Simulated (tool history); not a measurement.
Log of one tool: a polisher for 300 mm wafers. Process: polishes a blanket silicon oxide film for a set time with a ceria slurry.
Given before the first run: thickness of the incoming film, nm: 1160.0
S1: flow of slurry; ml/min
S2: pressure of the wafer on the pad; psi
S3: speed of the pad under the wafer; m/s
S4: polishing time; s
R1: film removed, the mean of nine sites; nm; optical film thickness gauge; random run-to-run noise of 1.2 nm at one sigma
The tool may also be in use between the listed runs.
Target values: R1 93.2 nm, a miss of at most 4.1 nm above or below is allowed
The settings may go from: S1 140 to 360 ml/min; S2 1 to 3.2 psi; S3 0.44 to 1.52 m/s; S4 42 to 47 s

run    day   S1   S2    S3  S4      R1
  1      0  230  2.1  0.98  47  142.48
  2  0.296  230  1.9  0.98  47  129.62
  3  0.458  250  1.9  0.98  47  132.94
  4  0.829  250  1.9  0.98  47  132.27
  5  0.892  250  2.4  0.98  47  163.63
  6    1.1  250  2.6  0.98  47   177.3
  7  1.283  250  2.3  0.96  47  152.44
  8  1.504  250  2.1  0.96  47  139.91
  9  1.612  250  1.9  0.96  47   128.6
 10  1.683  250  1.8  0.96  47  120.23
 11  1.725  250  1.7  0.96  47  114.71
 12  1.925  250  1.6  0.96  47  108.21
 13  2.225  250  1.5  0.96  47  99.389

Of the 4 settings listed for the next run, only one would bring every result within its allowed miss of target. Which one?
  A  2.525  270  1.6     1  46   ?
  B  2.525  240  1.7  0.84  44   ?
  C  2.525  255  1.5  1.02  47   ?
  D  2.525  240  1.5  1.12  43   ?

move      R1
   A  109.68
   B  92.738
   C  106.73
   D  106.21
A: the biggest miss grows against the last run
B: each result inside its tolerance
C: the biggest miss grows against the last run
D: the biggest miss grows against the last run
B meets every target.

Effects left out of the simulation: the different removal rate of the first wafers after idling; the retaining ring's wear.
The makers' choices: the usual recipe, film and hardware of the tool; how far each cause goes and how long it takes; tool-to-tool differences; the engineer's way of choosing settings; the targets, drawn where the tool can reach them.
